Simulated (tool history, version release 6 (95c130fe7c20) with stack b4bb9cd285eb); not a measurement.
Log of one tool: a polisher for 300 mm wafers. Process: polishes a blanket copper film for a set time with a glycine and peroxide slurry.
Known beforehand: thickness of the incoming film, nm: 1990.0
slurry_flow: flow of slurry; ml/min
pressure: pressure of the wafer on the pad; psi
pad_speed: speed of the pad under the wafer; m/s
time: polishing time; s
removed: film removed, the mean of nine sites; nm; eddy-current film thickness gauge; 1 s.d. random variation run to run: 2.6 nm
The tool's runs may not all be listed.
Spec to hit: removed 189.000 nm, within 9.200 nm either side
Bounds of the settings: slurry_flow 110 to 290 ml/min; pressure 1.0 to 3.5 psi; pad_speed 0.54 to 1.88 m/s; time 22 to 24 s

run,hour,slurry_flow,pressure,pad_speed,time,removed
1,0.0,185,2.2,1.20,24,126.580
2,1.5,185,1.9,1.20,24,117.980
3,3.8,185,2.1,1.22,24,127.240
4,12.3,185,2.3,1.24,24,135.240
5,19.3,185,2.5,1.26,24,146.620
6,19.9,185,2.2,1.26,24,136.440
7,25.2,185,2.2,1.26,24,134.360
8,32.1,185,2.4,1.28,24,140.010

5 next moves are on the table. One of them brings every result within its allowed miss. Which?
A,39.0,210,2.6,1.78,24,?
B,39.0,185,2.7,1.58,24,?
C,39.0,200,3.5,1.16,24,?
D,39.0,200,1.5,1.16,22,?
E,39.0,140,2.8,1.48,24,?

move,removed
A,202.070
B,183.340
C,169.940
D,92.784
E,168.660
A: takes the biggest miss from the last run beyond its target
B: every result within its allowed miss
C: moves toward the targets from the last run without getting all of them in spec
D: the biggest miss grows against the last run
E: moves toward the targets from the last run without getting all of them in spec
Move B is the one to make.
